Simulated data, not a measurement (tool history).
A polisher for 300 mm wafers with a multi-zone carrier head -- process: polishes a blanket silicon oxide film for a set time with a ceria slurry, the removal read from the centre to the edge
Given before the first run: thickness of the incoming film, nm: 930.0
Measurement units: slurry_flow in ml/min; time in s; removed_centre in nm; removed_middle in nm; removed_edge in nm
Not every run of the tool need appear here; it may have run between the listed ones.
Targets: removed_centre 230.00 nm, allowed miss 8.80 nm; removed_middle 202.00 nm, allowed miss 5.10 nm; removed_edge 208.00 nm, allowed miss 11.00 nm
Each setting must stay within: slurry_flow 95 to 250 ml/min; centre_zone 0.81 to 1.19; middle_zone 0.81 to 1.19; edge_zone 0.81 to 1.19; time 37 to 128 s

Run 1, hour 0.0: slurry_flow 160 ml/min, centre_zone 1.00, middle_zone 1.00, edge_zone 1.00, time 82 s. Result: removed_centre 325.73 nm, removed_middle 317.87 nm, removed_edge 322.54 nm.
Run 2, hour 0.6: slurry_flow 160 ml/min, centre_zone 1.00, middle_zone 1.00, edge_zone 1.08, time 82 s. Result: removed_centre 327.85 nm, removed_middle 315.21 nm, removed_edge 331.71 nm.
Run 3, hour 5.1: slurry_flow 160 ml/min, centre_zone 1.01, middle_zone 0.99, edge_zone 1.05, time 77 s. Result: removed_centre 306.69 nm, removed_middle 290.34 nm, removed_edge 300.63 nm.
Run 4, hour 12.4: slurry_flow 185 ml/min, centre_zone 1.01, middle_zone 0.99, edge_zone 1.05, time 77 s. Result: removed_centre 320.97 nm, removed_middle 295.84 nm, removed_edge 307.30 nm.
Run 5, hour 19.4: slurry_flow 185 ml/min, centre_zone 1.01, middle_zone 0.98, edge_zone 1.03, time 73 s. Result: removed_centre 301.40 nm, removed_middle 281.45 nm, removed_edge 288.04 nm.
Run 6, hour 26.7: slurry_flow 180 ml/min, centre_zone 1.01, middle_zone 0.96, edge_zone 1.01, time 70 s. Result: removed_centre 291.85 nm, removed_middle 265.90 nm, removed_edge 278.80 nm.
Run 7, hour 35.5: slurry_flow 180 ml/min, centre_zone 1.01, middle_zone 0.96, edge_zone 1.00, time 67 s. Result: removed_centre 271.64 nm, removed_middle 257.45 nm, removed_edge 269.40 nm.
Run 8, hour 40.2: slurry_flow 185 ml/min, centre_zone 1.02, middle_zone 0.95, edge_zone 0.99, time 64 s. Result: removed_centre 266.30 nm, removed_middle 240.29 nm, removed_edge 260.35 nm.
Run 9, hour 48.0: slurry_flow 140 ml/min, centre_zone 1.02, middle_zone 0.94, edge_zone 0.89, time 55 s. Result: removed_centre 214.43 nm, removed_middle 195.71 nm, removed_edge 199.61 nm.
Run 10, hour 50.3: slurry_flow 145 ml/min, centre_zone 1.02, middle_zone 0.94, edge_zone 0.89, time 55 s. Result: removed_centre 221.71 nm, removed_middle 198.21 nm, removed_edge 198.93 nm.

5 next moves are on the table. One of them brings every result within its allowed miss. Which?
Run A, hour 52.6: slurry_flow 160 ml/min, centre_zone 0.99, middle_zone 0.94, edge_zone 0.92, time 54 s. Result: removed_centre ?, removed_middle ?, removed_edge ?.
Run B, hour 52.6: slurry_flow 140 ml/min, centre_zone 0.99, middle_zone 0.95, edge_zone 0.90, time 55 s. Result: removed_centre ?, removed_middle ?, removed_edge ?.
Run C, hour 52.6: slurry_flow 165 ml/min, centre_zone 1.01, middle_zone 0.91, edge_zone 0.86, time 57 s. Result: removed_centre ?, removed_middle ?, removed_edge ?.
Run D, hour 52.6: slurry_flow 115 ml/min, centre_zone 1.03, middle_zone 1.01, edge_zone 1.02, time 57 s. Result: removed_centre ?, removed_middle ?, removed_edge ?.
Run E, hour 52.6: slurry_flow 180 ml/min, centre_zone 0.99, middle_zone 0.82, edge_zone 0.93, time 56 s. Result: removed_centre ?, removed_middle ?, removed_edge ?.

move  removed_centre  removed_middle  removed_edge
   A          215.25          195.55        202.33
   B          212.34          195.32        200.07
   C          233.33          202.10        208.77
   D          216.21          202.46        210.82
   E          228.51          185.12        214.46
A: moves away from the targets compared with the last run
B: moves away from the targets compared with the last run
C: meets every target
D: moves away from the targets compared with the last run
E: puts the biggest miss on target and leaves a different result outside tolerance
The move that meets every target is C.

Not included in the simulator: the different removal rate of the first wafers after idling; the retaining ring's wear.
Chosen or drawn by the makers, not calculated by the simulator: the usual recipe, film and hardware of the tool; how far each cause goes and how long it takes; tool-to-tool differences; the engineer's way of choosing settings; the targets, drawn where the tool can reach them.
